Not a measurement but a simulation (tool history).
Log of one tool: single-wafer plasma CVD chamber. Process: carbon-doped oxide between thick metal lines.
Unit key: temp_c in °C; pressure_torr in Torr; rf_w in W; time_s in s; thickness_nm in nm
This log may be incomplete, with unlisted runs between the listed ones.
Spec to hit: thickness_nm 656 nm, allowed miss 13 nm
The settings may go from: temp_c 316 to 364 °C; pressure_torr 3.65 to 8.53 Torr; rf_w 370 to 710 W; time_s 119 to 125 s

{"run": 1, "hour": 0.0, "temp_c": 340, "pressure_torr": 6.09, "rf_w": 540, "time_s": 125, "thickness_nm": 720.58}
{"run": 2, "hour": 0.7, "temp_c": 340, "pressure_torr": 5.69, "rf_w": 540, "time_s": 125, "thickness_nm": 710.08}
{"run": 3, "hour": 1.7, "temp_c": 340, "pressure_torr": 5.69, "rf_w": 495, "time_s": 125, "thickness_nm": 675.94}
{"run": 4, "hour": 4.4, "temp_c": 330, "pressure_torr": 5.69, "rf_w": 495, "time_s": 125, "thickness_nm": 700.17}
{"run": 5, "hour": 13.1, "temp_c": 330, "pressure_torr": 5.69, "rf_w": 495, "time_s": 125, "thickness_nm": 693.81}
{"run": 6, "hour": 14.7, "temp_c": 330, "pressure_torr": 5.69, "rf_w": 555, "time_s": 125, "thickness_nm": 748.82}
{"run": 7, "hour": 22.9, "temp_c": 334, "pressure_torr": 5.3, "rf_w": 545, "time_s": 125, "thickness_nm": 722.23}
{"run": 8, "hour": 28.3, "temp_c": 338, "pressure_torr": 5, "rf_w": 540, "time_s": 125, "thickness_nm": 700.79}
{"run": 9, "hour": 36.4, "temp_c": 341, "pressure_torr": 4.81, "rf_w": 535, "time_s": 125, "thickness_nm": 689.05}
{"run": 10, "hour": 40.1, "temp_c": 343, "pressure_torr": 4.66, "rf_w": 530, "time_s": 125, "thickness_nm": 673.46}
{"run": 11, "hour": 46.5, "temp_c": 344, "pressure_torr": 4.59, "rf_w": 530, "time_s": 125, "thickness_nm": 677.22}

Below are 5 possible settings for the next run. Only one of them brings all results inside the allowed miss of their targets. Which is it?
{"run": "A", "hour": 52.9, "temp_c": 345, "pressure_torr": 4.68, "rf_w": 590, "time_s": 122, "thickness_nm": "?"}
{"run": "B", "hour": 52.9, "temp_c": 344, "pressure_torr": 5.43, "rf_w": 460, "time_s": 121, "thickness_nm": "?"}
{"run": "C", "hour": 52.9, "temp_c": 343, "pressure_torr": 4.85, "rf_w": 545, "time_s": 124, "thickness_nm": "?"}
{"run": "D", "hour": 52.9, "temp_c": 342, "pressure_torr": 4.37, "rf_w": 545, "time_s": 121, "thickness_nm": "?"}
{"run": "E", "hour": 52.9, "temp_c": 337, "pressure_torr": 4.9, "rf_w": 530, "time_s": 123, "thickness_nm": "?"}

move=A thickness_nm=703.95
move=B thickness_nm=623.2
move=C thickness_nm=691.82
move=D thickness_nm=663.31
move=E thickness_nm=686.77
A: lands further from the targets than the last run did
B: pushes the last run's worst result past its target
C: lands further from the targets than the last run did
D: hits every target within its allowed miss
E: lands further from the targets than the last run did
D meets every target.
